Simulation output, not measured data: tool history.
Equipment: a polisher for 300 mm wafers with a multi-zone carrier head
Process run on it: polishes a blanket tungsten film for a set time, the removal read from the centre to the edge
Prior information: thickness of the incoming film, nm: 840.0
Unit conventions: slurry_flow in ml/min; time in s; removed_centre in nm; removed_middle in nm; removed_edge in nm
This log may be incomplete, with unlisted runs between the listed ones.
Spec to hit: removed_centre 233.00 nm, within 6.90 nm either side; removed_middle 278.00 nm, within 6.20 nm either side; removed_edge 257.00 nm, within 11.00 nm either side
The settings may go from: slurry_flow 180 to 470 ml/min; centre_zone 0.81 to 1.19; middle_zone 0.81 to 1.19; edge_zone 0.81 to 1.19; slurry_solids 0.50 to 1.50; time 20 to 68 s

run,hour,slurry_flow,centre_zone,middle_zone,edge_zone,slurry_solids,time,removed_centre,removed_middle,removed_edge
1,0.0,300,1.00,1.00,1.00,1.00,44,359.72,359.03,353.98
2,3.5,295,0.97,1.00,0.97,0.90,43,334.16,347.11,329.48
3,5.5,295,0.97,1.00,0.97,1.05,43,345.80,356.18,351.19
4,6.1,295,0.97,1.00,0.97,0.95,43,342.43,347.30,343.04
5,7.0,295,0.95,1.01,0.97,0.85,42,318.40,338.44,328.31
6,7.9,295,0.95,1.01,1.00,0.85,42,314.15,337.06,324.81
7,10.5,295,0.95,1.01,1.00,0.85,42,312.25,331.51,328.67
8,13.2,290,0.93,1.01,0.98,0.80,41,293.80,321.54,309.09
9,17.4,280,0.91,1.00,0.96,0.75,41,286.72,312.71,304.14
10,19.8,275,0.90,1.00,0.95,0.70,41,279.76,305.37,301.00
11,23.2,275,0.89,1.01,0.94,0.65,40,267.67,296.18,280.73
12,28.2,270,0.88,1.01,0.93,0.60,40,256.70,289.43,273.14
13,34.6,270,0.88,1.01,0.93,0.60,40,260.61,290.20,275.83
14,42.9,265,0.87,1.01,0.92,0.60,40,259.36,293.48,269.99
15,43.8,260,0.86,1.01,0.92,0.60,40,249.93,288.73,278.32
16,51.7,255,0.86,1.01,0.91,0.60,40,250.40,289.31,269.40
17,59.3,245,0.85,1.01,0.90,0.60,40,247.37,286.38,268.85
18,60.4,240,0.84,1.01,0.89,0.60,40,244.74,285.76,269.18
19,62.9,225,0.81,1.00,0.82,0.50,40,226.35,267.58,245.20
20,68.6,230,0.81,1.00,0.83,0.50,40,231.13,273.14,244.93
21,73.2,230,0.81,1.00,0.84,0.50,40,226.63,269.76,246.28
22,77.0,235,0.81,1.00,0.85,0.50,40,225.83,272.37,255.32

Which of these 4 next moves meets every target?
A,80.8,205,0.81,0.99,0.84,0.60,40,?,?,?
B,80.8,275,0.83,1.01,0.93,0.50,38,?,?,?
C,80.8,240,0.82,1.10,0.81,0.55,39,?,?,?
D,80.8,245,0.83,0.96,0.91,0.50,40,?,?,?

move,removed_centre,removed_middle,removed_edge
A,230.88,274.47,254.22
B,224.27,265.00,250.12
C,228.88,293.87,243.07
D,232.15,263.34,257.90
A: each result inside its tolerance
B: its largest miss is bigger than the last run's
C: the worst result of the last run now meets its target, but another is out of spec
D: the worst result of the last run now meets its target, but another is out of spec
A meets every target.
